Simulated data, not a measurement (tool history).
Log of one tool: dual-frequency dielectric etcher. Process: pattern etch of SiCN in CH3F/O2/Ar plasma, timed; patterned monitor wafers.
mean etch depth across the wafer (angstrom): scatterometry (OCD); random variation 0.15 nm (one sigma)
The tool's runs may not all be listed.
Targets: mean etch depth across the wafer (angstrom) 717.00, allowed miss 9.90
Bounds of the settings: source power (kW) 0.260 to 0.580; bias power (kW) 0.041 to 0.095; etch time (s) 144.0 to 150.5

run	hour	source power (kW)	bias power (kW)	etch time (s)	mean etch depth across the wafer (angstrom)
1	0.0	0.420	0.068	144.0	618.94
2	3.1	0.380	0.068	144.0	582.01
3	10.6	0.420	0.069	144.0	624.33
4	17.1	0.450	0.069	144.0	651.99
5	20.1	0.380	0.069	144.0	586.49
6	26.9	0.380	0.060	144.0	555.85
7	32.9	0.430	0.060	144.0	600.35
8	39.1	0.510	0.062	144.0	670.19
9	41.3	0.520	0.062	144.0	680.79
10	46.1	0.530	0.062	144.0	683.99
11	52.8	0.540	0.062	144.0	690.79

4 next moves are on the table. One of them brings every result within its allowed miss. Which?
A	59.5	0.490	0.068	147.5	?
B	59.5	0.570	0.066	147.5	?
C	59.5	0.500	0.063	145.5	?
D	59.5	0.500	0.070	149.5	?

move	mean etch depth across the wafer (angstrom)
A	697.26
B	748.66
C	675.85
D	722.65
A: nearer than the last run, and not there yet
B: takes the result that was furthest off past its target
C: further off than the last run
D: meets every target
Move D is the one to make.
